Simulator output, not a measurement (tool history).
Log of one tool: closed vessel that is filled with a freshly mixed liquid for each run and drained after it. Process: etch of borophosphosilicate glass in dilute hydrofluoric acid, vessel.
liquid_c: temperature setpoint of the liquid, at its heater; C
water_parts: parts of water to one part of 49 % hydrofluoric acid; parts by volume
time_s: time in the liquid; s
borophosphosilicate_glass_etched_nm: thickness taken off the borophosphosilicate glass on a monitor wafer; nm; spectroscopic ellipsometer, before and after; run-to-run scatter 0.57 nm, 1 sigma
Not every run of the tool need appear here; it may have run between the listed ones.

run  hour  liquid_c  water_parts  time_s  borophosphosilicate_glass_etched_nm
  1   0.0      22.0          205     110                               25.677
  2   4.6      23.5          185     110                               30.291
  3   6.9      23.5          220     110                               24.708
  4   8.3      23.5          220     110                               24.785
  5   9.9      26.0          220     110                               26.880
  6  13.8      26.5          195     110                               31.546
  7  16.8      27.0          175     110                               36.011
  8  21.9      27.5          160     110                               42.174
  9  22.5      30.0          120     110                               63.672
 10  25.0      29.5          120     110                               62.700

Run 11 is up next; what results do you expect?
 11  29.4      29.0          120     110                                    ?

For run 11 the tool returned borophosphosilicate_glass_etched_nm 61.445 nm.

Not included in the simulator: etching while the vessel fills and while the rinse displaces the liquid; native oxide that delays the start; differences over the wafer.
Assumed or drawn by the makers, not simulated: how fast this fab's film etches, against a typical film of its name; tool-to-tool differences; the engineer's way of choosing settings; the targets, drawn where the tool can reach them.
